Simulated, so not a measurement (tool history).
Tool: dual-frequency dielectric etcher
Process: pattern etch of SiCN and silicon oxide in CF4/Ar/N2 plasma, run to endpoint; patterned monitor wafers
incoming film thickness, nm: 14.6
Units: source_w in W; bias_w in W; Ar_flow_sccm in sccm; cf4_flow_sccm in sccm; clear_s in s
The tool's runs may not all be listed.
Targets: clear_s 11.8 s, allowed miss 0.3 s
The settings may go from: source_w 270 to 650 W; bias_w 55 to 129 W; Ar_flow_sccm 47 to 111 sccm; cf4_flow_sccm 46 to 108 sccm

run,hour,source_w,bias_w,Ar_flow_sccm,cf4_flow_sccm,clear_s
1,0,460,92,79,77,13.884
2,0.7,460,92,89,77,14.286
3,2.8,460,92,95,77,14.267
4,3.9,460,92,95,68,14.38
5,5.1,490,93,95,68,13.601
6,7.4,510,94,95,68,13.062
7,10.6,530,94,95,68,12.519
8,14.2,530,94,95,68,12.492
9,18.5,540,94,95,68,12.174

5 next moves are on the table. One of them brings every result within its allowed miss. Which?
A,22.8,550,98,90,64,?
B,22.8,510,103,108,84,?
C,22.8,540,87,97,71,?
D,22.8,490,109,90,66,?
E,22.8,530,91,81,57,?

move,clear_s
A,11.96
B,12.625
C,12.582
D,12.955
E,12.655
A: meets every target
B: further off than the last run
C: further off than the last run
D: further off than the last run
E: further off than the last run
Answer: A
